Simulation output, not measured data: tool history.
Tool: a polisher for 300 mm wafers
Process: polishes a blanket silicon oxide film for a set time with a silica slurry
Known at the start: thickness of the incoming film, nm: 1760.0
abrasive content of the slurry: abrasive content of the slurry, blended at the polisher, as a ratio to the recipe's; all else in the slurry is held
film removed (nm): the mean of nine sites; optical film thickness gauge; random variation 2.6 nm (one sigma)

run	day	flow of slurry (ml/min)	pressure of the wafer on the pad (psi)	speed of the pad under the wafer (cm/s)	abrasive content of the slurry	polishing time (s)	film removed (nm)
1	0.000	195	4.5	116	1.0	56	169.03
2	0.308	195	4.5	116	1.0	56	171.78
3	0.588	200	5.0	116	1.0	56	186.93
4	0.812	200	5.0	116	1.0	56	190.88
5	1.042	200	3.9	116	1.0	56	150.24
6	1.254	200	4.6	116	1.0	56	174.64
7	1.479	205	5.1	116	1.0	56	192.49
8	1.679	205	5.5	116	1.0	56	207.27

The next listed run, before its measurement:
9	1.942	205	5.9	116	1.0	56	?

{"run 9": {"film removed (nm)": 223.79}}
